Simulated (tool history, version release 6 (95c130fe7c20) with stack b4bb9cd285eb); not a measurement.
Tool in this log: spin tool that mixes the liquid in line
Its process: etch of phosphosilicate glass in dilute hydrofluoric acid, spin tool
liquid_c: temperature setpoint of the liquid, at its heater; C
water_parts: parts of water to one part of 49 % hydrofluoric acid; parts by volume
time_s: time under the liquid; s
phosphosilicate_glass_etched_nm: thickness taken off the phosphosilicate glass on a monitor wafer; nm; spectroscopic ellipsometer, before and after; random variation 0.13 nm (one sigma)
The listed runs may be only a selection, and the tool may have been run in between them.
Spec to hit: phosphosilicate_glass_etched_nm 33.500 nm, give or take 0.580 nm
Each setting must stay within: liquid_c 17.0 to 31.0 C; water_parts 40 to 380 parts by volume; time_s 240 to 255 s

| run | hour | liquid_c | water_parts | time_s | phosphosilicate_glass_etched_nm |
|---|---|---|---|---|---|
| 1 | 0.0 | 23.0 | 210 | 240 | 60.886 |
| 2 | 8.1 | 21.5 | 225 | 240 | 53.227 |
| 3 | 11.9 | 20.5 | 235 | 240 | 48.376 |
| 4 | 17.9 | 23.0 | 235 | 240 | 52.875 |
| 5 | 21.7 | 23.0 | 235 | 240 | 53.129 |
| 6 | 30.2 | 23.0 | 235 | 240 | 53.079 |
| 7 | 34.9 | 21.5 | 245 | 240 | 47.639 |
| 8 | 40.0 | 20.5 | 255 | 240 | 43.834 |
| 9 | 42.9 | 19.5 | 260 | 240 | 40.929 |
| 10 | 49.2 | 19.0 | 265 | 240 | 39.630 |
| 11 | 53.8 | 18.5 | 270 | 240 | 37.862 |
| 12 | 61.0 | 18.0 | 275 | 240 | 36.191 |
| 13 | 69.4 | 17.5 | 280 | 240 | 34.960 |

Which single option among these 5 for the next run brings every result within its allowed miss of target? Just one does.
| A | 77.8 | 19.5 | 290 | 240 | ? |
| B | 77.8 | 17.0 | 290 | 245 | ? |
| C | 77.8 | 18.0 | 285 | 250 | ? |
| D | 77.8 | 21.0 | 320 | 255 | ? |
| E | 77.8 | 19.0 | 285 | 255 | ? |

| move | phosphosilicate_glass_etched_nm |
|---|---|
| A | 35.938 |
| B | 33.404 |
| C | 36.177 |
| D | 35.574 |
| E | 38.310 |
A: its largest miss is bigger than the last run's
B: every result lands within tolerance
C: its largest miss is bigger than the last run's
D: its largest miss is bigger than the last run's
E: its largest miss is bigger than the last run's
Move B is the one to make.
